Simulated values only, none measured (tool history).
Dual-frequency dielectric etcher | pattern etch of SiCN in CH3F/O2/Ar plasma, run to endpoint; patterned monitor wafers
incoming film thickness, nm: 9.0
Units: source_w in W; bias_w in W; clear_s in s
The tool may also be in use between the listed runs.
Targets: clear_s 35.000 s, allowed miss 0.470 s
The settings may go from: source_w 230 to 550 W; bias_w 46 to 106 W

run	hour	source_w	bias_w	clear_s
1	0.0	390	76	23.627
2	2.7	340	67	27.150
3	7.3	300	67	29.022
4	13.9	300	73	27.730
5	16.9	250	73	30.681
6	25.8	250	63	33.290
7	27.7	240	63	34.018
8	31.8	230	62	35.668
9	34.2	230	62	35.802

Which of these 5 next moves meets every target?
A	36.6	240	56	?
B	36.6	240	60	?
C	36.6	250	52	?
D	36.6	240	58	?
E	36.6	230	60	?

move	clear_s
A	36.721
B	35.348
C	37.292
D	36.014
E	36.341
A: further off than the last run
B: meets every target
C: further off than the last run
D: further off than the last run
E: further off than the last run
Move B is the one to make.
